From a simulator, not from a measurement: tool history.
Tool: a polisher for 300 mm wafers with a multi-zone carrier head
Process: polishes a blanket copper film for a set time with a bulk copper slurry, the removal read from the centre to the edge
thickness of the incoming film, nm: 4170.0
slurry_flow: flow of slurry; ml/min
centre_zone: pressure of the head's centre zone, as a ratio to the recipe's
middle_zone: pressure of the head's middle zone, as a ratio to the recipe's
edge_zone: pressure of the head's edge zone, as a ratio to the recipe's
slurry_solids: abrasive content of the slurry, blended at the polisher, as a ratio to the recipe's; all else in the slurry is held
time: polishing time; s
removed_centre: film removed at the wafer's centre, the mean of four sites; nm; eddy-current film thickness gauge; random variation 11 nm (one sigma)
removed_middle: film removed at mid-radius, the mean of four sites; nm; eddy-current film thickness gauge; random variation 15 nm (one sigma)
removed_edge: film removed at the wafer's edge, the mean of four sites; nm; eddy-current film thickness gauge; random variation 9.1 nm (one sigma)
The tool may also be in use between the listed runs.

run,hour,slurry_flow,centre_zone,middle_zone,edge_zone,slurry_solids,time,removed_centre,removed_middle,removed_edge
1,0.0,190,1.00,1.00,1.00,1.00,83,793.84,792.49,802.80
2,6.9,190,1.00,1.00,1.00,1.20,83,819.44,824.59,831.98
3,10.8,195,1.00,1.01,1.03,1.25,87,865.70,881.52,907.85
4,13.5,205,1.01,1.03,1.06,1.30,89,899.01,933.33,948.63
5,21.3,205,1.01,1.03,1.06,1.50,89,925.01,941.78,963.57
6,25.2,205,1.01,1.03,1.12,1.50,89,927.26,958.43,1006.50

The next listed run, before its measurement:
7,34.0,210,1.01,1.04,1.13,1.50,91,?,?,?

{"run 7": {"removed_centre": 944.67, "removed_middle": 985.5, "removed_edge": 1027.0}}

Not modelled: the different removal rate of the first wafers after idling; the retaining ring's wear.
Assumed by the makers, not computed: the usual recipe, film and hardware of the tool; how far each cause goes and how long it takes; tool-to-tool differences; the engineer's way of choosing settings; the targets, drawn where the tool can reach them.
